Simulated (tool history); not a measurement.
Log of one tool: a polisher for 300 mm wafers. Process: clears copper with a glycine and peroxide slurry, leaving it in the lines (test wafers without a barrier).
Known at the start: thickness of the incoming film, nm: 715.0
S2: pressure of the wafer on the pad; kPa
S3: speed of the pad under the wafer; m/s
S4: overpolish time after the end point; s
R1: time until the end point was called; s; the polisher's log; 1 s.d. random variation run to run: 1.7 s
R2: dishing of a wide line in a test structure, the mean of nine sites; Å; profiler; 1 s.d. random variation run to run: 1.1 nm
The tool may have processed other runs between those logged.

{"run": 1, "hour": 0.0, "flow of slurry (ml/min)": 165, "S2": 20.7, "S3": 0.86, "S4": 24, "R1": 127.88, "R2": 814.39}
{"run": 2, "hour": 8.7, "flow of slurry (ml/min)": 140, "S2": 20.7, "S3": 0.86, "S4": 24, "R1": 138.27, "R2": 795.13}
{"run": 3, "hour": 16.2, "flow of slurry (ml/min)": 135, "S2": 20.7, "S3": 0.86, "S4": 24, "R1": 135.05, "R2": 790.25}
{"run": 4, "hour": 18.7, "flow of slurry (ml/min)": 135, "S2": 20.7, "S3": 0.86, "S4": 17, "R1": 132.8, "R2": 623.62}
{"hour": 19.3, "done": "slurry nozzle cleaned"}
{"run": 5, "hour": 19.3, "flow of slurry (ml/min)": 130, "S2": 20.7, "S3": 0.86, "S4": 18, "R1": 132.03, "R2": 658.9}
{"run": 6, "hour": 22.1, "flow of slurry (ml/min)": 130, "S2": 20.7, "S3": 0.86, "S4": 19, "R1": 129.89, "R2": 702.51}
{"run": 7, "hour": 30.1, "flow of slurry (ml/min)": 130, "S2": 20.7, "S3": 0.86, "S4": 20, "R1": 128.67, "R2": 721.44}
{"run": 8, "hour": 33.5, "flow of slurry (ml/min)": 130, "S2": 20.0, "S3": 0.86, "S4": 21, "R1": 129.69, "R2": 737.62}
{"run": 9, "hour": 34.6, "flow of slurry (ml/min)": 130, "S2": 20.0, "S3": 0.84, "S4": 22, "R1": 133.9, "R2": 755.31}

Predict the results of run 10:
{"run": 10, "hour": 41.0, "flow of slurry (ml/min)": 130, "S2": 19.3, "S3": 0.82, "S4": 23, "R1": "?", "R2": "?"}

R1: 140.55 s
R2: 766.19 Å
